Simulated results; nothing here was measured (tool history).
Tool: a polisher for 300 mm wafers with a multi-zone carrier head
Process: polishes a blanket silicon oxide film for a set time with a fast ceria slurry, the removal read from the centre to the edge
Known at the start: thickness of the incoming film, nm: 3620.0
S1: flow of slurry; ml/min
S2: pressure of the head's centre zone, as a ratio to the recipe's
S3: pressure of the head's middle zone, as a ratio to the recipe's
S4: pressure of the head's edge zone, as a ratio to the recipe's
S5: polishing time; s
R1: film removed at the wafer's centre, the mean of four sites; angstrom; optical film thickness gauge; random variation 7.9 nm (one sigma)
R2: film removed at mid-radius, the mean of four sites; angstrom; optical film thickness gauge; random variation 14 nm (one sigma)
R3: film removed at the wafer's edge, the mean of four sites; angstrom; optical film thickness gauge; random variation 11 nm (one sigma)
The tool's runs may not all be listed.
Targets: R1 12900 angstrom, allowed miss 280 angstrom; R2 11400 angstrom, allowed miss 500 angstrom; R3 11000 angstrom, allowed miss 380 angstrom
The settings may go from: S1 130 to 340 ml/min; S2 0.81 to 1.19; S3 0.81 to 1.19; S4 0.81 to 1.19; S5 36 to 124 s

| run | hour | S1 | S2 | S3 | S4 | S5 | R1 | R2 | R3 |
|---|---|---|---|---|---|---|---|---|---|
| 1 | 0 | 220 | 1 | 1 | 1 | 79 | 9815.4 | 9632.7 | 9807.4 |
| 2 | 8.6 | 220 | 1 | 1 | 1 | 87 | 10861 | 10850 | 10681 |
| 3 | 14.6 | 220 | 0.96 | 1 | 1 | 87 | 10379 | 10802 | 10826 |
| 4 | 18.6 | 230 | 0.98 | 1 | 1 | 87 | 10499 | 10895 | 10819 |
| 5 | 20.6 | 230 | 1.03 | 1 | 1 | 87 | 11158 | 10797 | 10984 |
| 6 | 22.3 | 230 | 1.03 | 1.03 | 1 | 87 | 11287 | 11327 | 11042 |
| 7 | 23.2 | 235 | 1.04 | 1.03 | 0.99 | 87 | 11240 | 11264 | 10809 |
| 8 | 26.4 | 235 | 1.06 | 1.03 | 0.99 | 87 | 11522 | 10833 | 10778 |
| 9 | 27.5 | 295 | 1.13 | 1.09 | 0.97 | 88 | 12794 | 12325 | 11187 |

4 next moves are on the table. One of them brings every result within its allowed miss. Which?
| A | 28.6 | 260 | 1.11 | 0.99 | 0.89 | 92 | ? | ? | ? |
| B | 28.6 | 275 | 1.14 | 1.19 | 1.06 | 87 | ? | ? | ? |
| C | 28.6 | 285 | 1.19 | 1.17 | 0.81 | 88 | ? | ? | ? |
| D | 28.6 | 290 | 1.15 | 0.98 | 0.88 | 92 | ? | ? | ? |

| move | R1 | R2 | R3 |
|---|---|---|---|
| A | 13071 | 11413 | 11088 |
| B | 12799 | 12701 | 11416 |
| C | 13571 | 12708 | 10219 |
| D | 13716 | 11443 | 11128 |
A: meets every target
B: further off than the last run
C: further off than the last run
D: brings the result that was furthest off to its target, and leaves another outside
Move A is the one to make.
